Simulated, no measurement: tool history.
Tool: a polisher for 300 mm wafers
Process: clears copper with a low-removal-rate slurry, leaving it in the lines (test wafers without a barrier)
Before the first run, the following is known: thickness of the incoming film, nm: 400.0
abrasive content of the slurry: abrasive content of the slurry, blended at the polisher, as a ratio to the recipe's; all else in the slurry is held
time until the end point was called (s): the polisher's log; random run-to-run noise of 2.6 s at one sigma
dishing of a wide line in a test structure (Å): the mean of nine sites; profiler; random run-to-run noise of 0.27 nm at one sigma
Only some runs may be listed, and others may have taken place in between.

| run | day | flow of slurry (ml/min) | pressure of the wafer on the pad (psi) | speed of the pad under the wafer (cm/s) | abrasive content of the slurry | overpolish time after the end point (s) | time until the end point was called (s) | dishing of a wide line in a test structure (Å) |
|---|---|---|---|---|---|---|---|---|
| 1 | 0.000 | 245 | 3.0 | 132 | 1.00 | 18 | 141.28 | 331.45 |
| 2 | 0.138 | 195 | 3.0 | 132 | 1.00 | 18 | 151.02 | 321.81 |
| 3 | 0.462 | 195 | 3.6 | 132 | 1.00 | 18 | 121.53 | 378.63 |
| 4 | 0.717 | 195 | 3.6 | 132 | 1.10 | 18 | 117.81 | 372.14 |
| 5 | 0.892 | 195 | 3.2 | 132 | 1.15 | 16 | 134.03 | 320.68 |
| 6 | 1.267 | 205 | 2.9 | 130 | 1.20 | 14 | 146.23 | 253.94 |
| 7 | 1.525 | 205 | 2.6 | 130 | 1.20 | 13 | 162.66 | 239.48 |
|  | 1.696 | slurry blender recalibrated |
| 8 | 1.696 | 205 | 2.4 | 130 | 1.20 | 12 | 157.36 | 219.78 |
| 9 | 1.958 | 205 | 2.2 | 126 | 1.20 | 11 | 171.99 | 192.77 |
| 10 | 2.054 | 205 | 2.1 | 122 | 1.20 | 11 | 184.06 | 176.60 |
| 11 | 2.429 | 205 | 2.0 | 120 | 1.20 | 11 | 195.59 | 170.24 |
| 12 | 2.788 | 205 | 1.9 | 120 | 1.20 | 11 | 204.68 | 162.61 |
| 13 | 2.821 | 205 | 1.8 | 120 | 1.20 | 11 | 213.35 | 152.51 |
| 14 | 3.108 | 205 | 1.5 | 120 | 1.20 | 9 | 259.37 | 107.89 |
| 15 | 3.138 | 210 | 1.5 | 120 | 1.20 | 9 | 254.13 | 107.85 |

The next listed run, before its measurement:
| 16 | 3.267 | 205 | 1.6 | 118 | 1.20 | 10 | ? | ? |

time until the end point was called (s): 244.57
dishing of a wide line in a test structure (Å): 125.77

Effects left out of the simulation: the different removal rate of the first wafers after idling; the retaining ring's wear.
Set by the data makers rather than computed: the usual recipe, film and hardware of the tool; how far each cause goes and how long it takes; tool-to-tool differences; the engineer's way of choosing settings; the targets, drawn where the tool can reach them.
